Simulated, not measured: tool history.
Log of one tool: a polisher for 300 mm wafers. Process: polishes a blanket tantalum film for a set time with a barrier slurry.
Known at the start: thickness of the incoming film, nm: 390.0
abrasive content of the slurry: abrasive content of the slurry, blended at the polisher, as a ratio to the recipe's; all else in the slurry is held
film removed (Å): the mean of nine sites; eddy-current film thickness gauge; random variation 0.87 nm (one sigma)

run  hour  flow of slurry (ml/min)  pressure of the wafer on the pad (kPa)  speed of the pad under the wafer (m/s)  abrasive content of the slurry  polishing time (s)  film removed (Å)
  1   0.0                      290                                    15.2                                    1.24                             1.0                  22            603.38
  2   5.0                      290                                    16.5                                    1.24                             1.0                  22            671.42
  3   7.4                      290                                    16.5                                    1.06                             1.0                  22            570.02
  4   8.2                      290                                    18.6                                    1.06                             1.0                  22            652.13
  5  11.7                      290                                    20.0                                    1.06                             1.0                  22            698.84
  6  14.2                      290                                    20.7                                    1.06                             1.0                  22            708.75
  7  16.3                      290                                    21.4                                    1.08                             1.0                  22            747.93
  8  23.2                      290                                    22.1                                    1.08                             1.0                  22            773.87

The next listed run, before its measurement:
  9  25.6                      290                                    22.8                                    1.08                             1.0                  22                 ?

film removed (Å): 799.25
